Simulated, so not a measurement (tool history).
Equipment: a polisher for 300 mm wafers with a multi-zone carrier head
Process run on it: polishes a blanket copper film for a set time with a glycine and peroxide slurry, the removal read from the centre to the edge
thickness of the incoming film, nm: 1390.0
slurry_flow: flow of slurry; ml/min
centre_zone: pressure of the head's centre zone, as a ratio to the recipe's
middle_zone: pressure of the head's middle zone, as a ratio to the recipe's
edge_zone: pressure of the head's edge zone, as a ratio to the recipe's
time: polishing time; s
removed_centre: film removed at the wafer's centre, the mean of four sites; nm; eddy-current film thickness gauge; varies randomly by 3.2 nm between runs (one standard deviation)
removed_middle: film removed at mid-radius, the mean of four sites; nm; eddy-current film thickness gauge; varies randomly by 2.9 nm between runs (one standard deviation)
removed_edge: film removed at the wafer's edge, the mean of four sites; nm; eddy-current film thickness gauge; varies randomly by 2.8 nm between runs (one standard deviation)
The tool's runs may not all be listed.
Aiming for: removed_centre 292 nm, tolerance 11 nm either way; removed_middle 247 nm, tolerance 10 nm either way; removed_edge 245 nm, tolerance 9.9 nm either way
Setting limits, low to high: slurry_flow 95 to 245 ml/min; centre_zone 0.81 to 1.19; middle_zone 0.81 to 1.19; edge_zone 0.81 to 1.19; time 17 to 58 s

run	day	slurry_flow	centre_zone	middle_zone	edge_zone	time	removed_centre	removed_middle	removed_edge
1	0	155	1	1	1	37	223.25	227.79	227.93
2	0.158	170	1.05	1	1	37	239.2	236.35	230.66
3	0.371	170	1.11	1	1	37	251.67	232.74	231.05
4	0.425	170	1.15	1	1	37	264.01	230.51	234.92
5	0.588	170	1.15	0.93	1	37	259.98	217.72	234.57
6	0.904	170	1.15	0.88	1	37	263.69	209.46	234.57
7	1.121	185	1.16	0.91	0.99	37	266.59	220.21	236.55
8	1.192	190	1.17	0.92	0.97	38	277.45	223.53	239.13
9	1.462	195	1.18	0.94	0.97	38	283.86	234.21	237.42
10	1.738	200	1.18	0.95	0.98	38	284.15	235.31	244.44

4 next moves are on the table. One of them brings every result within its allowed miss. Which?
A	2.012	185	1.18	0.86	1.01	38	?	?	?
B	2.012	240	1.15	0.94	0.92	39	?	?	?
C	2.012	140	1.19	0.86	0.93	41	?	?	?
D	2.012	245	1.07	0.95	0.94	39	?	?	?

move	removed_centre	removed_middle	removed_edge
A	279	212.89	239.38
B	291.02	244.24	241.39
C	285.62	217.57	238.79
D	271.42	247.13	244.25
A: moves away from the targets compared with the last run
B: in spec on every target
C: moves away from the targets compared with the last run
D: gets the furthest-off result to its target, but another result is out of tolerance
The right move is B.
